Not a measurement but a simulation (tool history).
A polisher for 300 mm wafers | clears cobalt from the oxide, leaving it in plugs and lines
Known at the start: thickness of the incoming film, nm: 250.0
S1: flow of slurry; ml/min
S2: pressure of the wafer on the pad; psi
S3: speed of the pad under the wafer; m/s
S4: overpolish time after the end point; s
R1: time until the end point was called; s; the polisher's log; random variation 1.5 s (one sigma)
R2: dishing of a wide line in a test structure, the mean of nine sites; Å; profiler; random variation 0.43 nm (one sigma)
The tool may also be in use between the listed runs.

{"run": 1, "hour": 0.0, "S1": 285, "S2": 1.2, "S3": 1.16, "S4": 23, "R1": 73.299, "R2": 477.93}
{"run": 2, "hour": 7.5, "S1": 285, "S2": 1.2, "S3": 1.16, "S4": 21, "R1": 75.027, "R2": 456.45}
{"run": 3, "hour": 9.4, "S1": 285, "S2": 1.2, "S3": 1.16, "S4": 20, "R1": 72.603, "R2": 451.38}
{"run": 4, "hour": 10.5, "S1": 285, "S2": 1.2, "S3": 1.16, "S4": 17, "R1": 75.296, "R2": 406.43}
{"run": 5, "hour": 17.7, "S1": 315, "S2": 1.2, "S3": 1.16, "S4": 17, "R1": 76.445, "R2": 408.64}
{"run": 6, "hour": 26.3, "S1": 360, "S2": 1.2, "S3": 1.16, "S4": 17, "R1": 71.873, "R2": 402.05}

Run 7 comes next. What will it give?
{"run": 7, "hour": 28.7, "S1": 365, "S2": 1.2, "S3": 1.16, "S4": 16, "R1": "?", "R2": "?"}

R1: 74.822 s
R2: 397.23 Å
